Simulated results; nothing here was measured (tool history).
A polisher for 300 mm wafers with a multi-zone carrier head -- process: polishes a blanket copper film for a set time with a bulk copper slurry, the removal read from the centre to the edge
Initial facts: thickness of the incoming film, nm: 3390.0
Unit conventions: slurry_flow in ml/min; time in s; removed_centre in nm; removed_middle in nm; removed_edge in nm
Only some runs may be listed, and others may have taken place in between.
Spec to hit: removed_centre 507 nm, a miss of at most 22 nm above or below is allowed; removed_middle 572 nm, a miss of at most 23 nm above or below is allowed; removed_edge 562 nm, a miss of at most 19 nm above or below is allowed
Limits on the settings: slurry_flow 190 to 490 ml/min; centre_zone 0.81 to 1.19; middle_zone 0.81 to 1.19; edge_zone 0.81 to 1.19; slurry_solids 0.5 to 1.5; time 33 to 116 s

{"run": 1, "hour": 0.0, "slurry_flow": 315, "centre_zone": 1, "middle_zone": 1, "edge_zone": 1, "slurry_solids": 1, "time": 74, "removed_centre": 700.48, "removed_middle": 644.81, "removed_edge": 655.94}
{"run": 2, "hour": 1.9, "slurry_flow": 315, "centre_zone": 1, "middle_zone": 1, "edge_zone": 1, "slurry_solids": 0.9, "time": 74, "removed_centre": 685.71, "removed_middle": 644.28, "removed_edge": 640.78}
{"run": 3, "hour": 5.5, "slurry_flow": 315, "centre_zone": 1, "middle_zone": 1, "edge_zone": 1, "slurry_solids": 0.75, "time": 74, "removed_centre": 677.77, "removed_middle": 607.24, "removed_edge": 615.32}
{"run": 4, "hour": 6.6, "slurry_flow": 315, "centre_zone": 1, "middle_zone": 1, "edge_zone": 1, "slurry_solids": 0.75, "time": 86, "removed_centre": 778.4, "removed_middle": 705.39, "removed_edge": 708.26}
{"run": 5, "hour": 13.5, "slurry_flow": 305, "centre_zone": 0.94, "middle_zone": 1.01, "edge_zone": 1, "slurry_solids": 0.65, "time": 81, "removed_centre": 673.18, "removed_middle": 650.12, "removed_edge": 659.81}
{"run": 6, "hour": 19.1, "slurry_flow": 305, "centre_zone": 0.94, "middle_zone": 1.01, "edge_zone": 1, "slurry_solids": 0.85, "time": 81, "removed_centre": 704.63, "removed_middle": 705.31, "removed_edge": 691.54}
{"run": 7, "hour": 26.0, "slurry_flow": 300, "centre_zone": 0.9, "middle_zone": 1.01, "edge_zone": 1, "slurry_solids": 0.75, "time": 77, "removed_centre": 621.87, "removed_middle": 631.06, "removed_edge": 645.49}
{"run": 8, "hour": 32.6, "slurry_flow": 295, "centre_zone": 0.87, "middle_zone": 1.03, "edge_zone": 0.98, "slurry_solids": 0.65, "time": 76, "removed_centre": 591.11, "removed_middle": 605.25, "removed_edge": 612.87}
{"run": 9, "hour": 39.7, "slurry_flow": 290, "centre_zone": 0.85, "middle_zone": 1.06, "edge_zone": 0.99, "slurry_solids": 0.6, "time": 74, "removed_centre": 531.72, "removed_middle": 621.19, "removed_edge": 587.62}
{"run": 10, "hour": 43.2, "slurry_flow": 285, "centre_zone": 0.84, "middle_zone": 1.05, "edge_zone": 0.98, "slurry_solids": 0.55, "time": 74, "removed_centre": 519.2, "removed_middle": 596.48, "removed_edge": 578.45}
{"run": 11, "hour": 52.2, "slurry_flow": 280, "centre_zone": 0.84, "middle_zone": 1.05, "edge_zone": 0.97, "slurry_solids": 0.55, "time": 74, "removed_centre": 529.81, "removed_middle": 600.84, "removed_edge": 569.65}

Which of these 5 next moves meets every target?
{"run": "A", "hour": 61.2, "slurry_flow": 290, "centre_zone": 0.83, "middle_zone": 1.12, "edge_zone": 0.88, "slurry_solids": 0.55, "time": 77, "removed_centre": "?", "removed_middle": "?", "removed_edge": "?"}
{"run": "B", "hour": 61.2, "slurry_flow": 290, "centre_zone": 0.81, "middle_zone": 1.02, "edge_zone": 0.93, "slurry_solids": 0.55, "time": 73, "removed_centre": "?", "removed_middle": "?", "removed_edge": "?"}
{"run": "C", "hour": 61.2, "slurry_flow": 330, "centre_zone": 0.83, "middle_zone": 1.05, "edge_zone": 0.86, "slurry_solids": 0.5, "time": 78, "removed_centre": "?", "removed_middle": "?", "removed_edge": "?"}
{"run": "D", "hour": 61.2, "slurry_flow": 350, "centre_zone": 0.9, "middle_zone": 0.94, "edge_zone": 0.92, "slurry_solids": 0.65, "time": 71, "removed_centre": "?", "removed_middle": "?", "removed_edge": "?"}
{"run": "E", "hour": 61.2, "slurry_flow": 190, "centre_zone": 0.9, "middle_zone": 1.02, "edge_zone": 0.9, "slurry_solids": 0.8, "time": 76, "removed_centre": "?", "removed_middle": "?", "removed_edge": "?"}

move=A removed_centre=547.3 removed_middle=663.6 removed_edge=566.91
move=B removed_centre=506.03 removed_middle=580.93 removed_edge=548.82
move=C removed_centre=554.44 removed_middle=635.63 removed_edge=567.98
move=D removed_centre=572.83 removed_middle=551.58 removed_edge=554.39
move=E removed_centre=580.28 removed_middle=603.52 removed_edge=572.82
A: misses by more than the last run did
B: every result within its allowed miss
C: misses by more than the last run did
D: puts the biggest miss on target and leaves a different result outside tolerance
E: misses by more than the last run did
B meets every target.

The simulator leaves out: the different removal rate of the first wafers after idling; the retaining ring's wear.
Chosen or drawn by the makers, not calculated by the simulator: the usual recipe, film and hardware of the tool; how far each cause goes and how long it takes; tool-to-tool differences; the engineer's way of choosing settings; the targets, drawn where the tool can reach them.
